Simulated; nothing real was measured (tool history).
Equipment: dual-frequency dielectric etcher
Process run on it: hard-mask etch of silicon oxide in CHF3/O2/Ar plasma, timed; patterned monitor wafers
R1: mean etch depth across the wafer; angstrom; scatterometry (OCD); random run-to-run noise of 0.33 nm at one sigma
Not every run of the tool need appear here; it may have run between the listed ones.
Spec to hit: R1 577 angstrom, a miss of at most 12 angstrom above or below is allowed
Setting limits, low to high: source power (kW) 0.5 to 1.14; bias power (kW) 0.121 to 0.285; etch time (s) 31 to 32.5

{"run": 1, "day": 0.0, "source power (kW)": 0.82, "bias power (kW)": 0.203, "etch time (s)": 31, "R1": 765.2}
{"run": 2, "day": 0.167, "source power (kW)": 0.82, "bias power (kW)": 0.203, "etch time (s)": 32.5, "R1": 808.76}
{"run": 3, "day": 0.375, "source power (kW)": 0.82, "bias power (kW)": 0.216, "etch time (s)": 32.5, "R1": 831.24}
{"run": 4, "day": 0.417, "source power (kW)": 0.82, "bias power (kW)": 0.249, "etch time (s)": 32.5, "R1": 862.83}
{"run": 5, "day": 0.538, "source power (kW)": 0.75, "bias power (kW)": 0.22, "etch time (s)": 32, "R1": 777.19}
{"run": 6, "day": 0.633, "source power (kW)": 0.75, "bias power (kW)": 0.254, "etch time (s)": 32, "R1": 804.87}
{"run": 7, "day": 0.8, "source power (kW)": 0.69, "bias power (kW)": 0.23, "etch time (s)": 32, "R1": 755.87}
{"run": 8, "day": 1.0, "source power (kW)": 0.65, "bias power (kW)": 0.21, "etch time (s)": 32, "R1": 699.51}
{"run": 9, "day": 1.329, "source power (kW)": 0.5, "bias power (kW)": 0.169, "etch time (s)": 31.5, "R1": 545.39}
{"run": 10, "day": 1.604, "source power (kW)": 0.51, "bias power (kW)": 0.169, "etch time (s)": 31.5, "R1": 553.79}
{"run": 11, "day": 1.838, "source power (kW)": 0.52, "bias power (kW)": 0.169, "etch time (s)": 31.5, "R1": 563.03}

Below are 4 possible settings for the next run. Only one of them brings all results inside the allowed miss of their targets. Which is it?
{"run": "A", "day": 2.071, "source power (kW)": 0.63, "bias power (kW)": 0.152, "etch time (s)": 31, "R1": "?"}
{"run": "B", "day": 2.071, "source power (kW)": 0.5, "bias power (kW)": 0.175, "etch time (s)": 31, "R1": "?"}
{"run": "C", "day": 2.071, "source power (kW)": 0.55, "bias power (kW)": 0.127, "etch time (s)": 32.5, "R1": "?"}
{"run": "D", "day": 2.071, "source power (kW)": 0.53, "bias power (kW)": 0.157, "etch time (s)": 32.5, "R1": "?"}

move=A R1=602.14
move=B R1=541.59
move=C R1=548.07
move=D R1=570.77
A: pushes the last run's worst result past its target
B: moves away from the targets compared with the last run
C: moves away from the targets compared with the last run
D: every result within its allowed miss
Answer: D
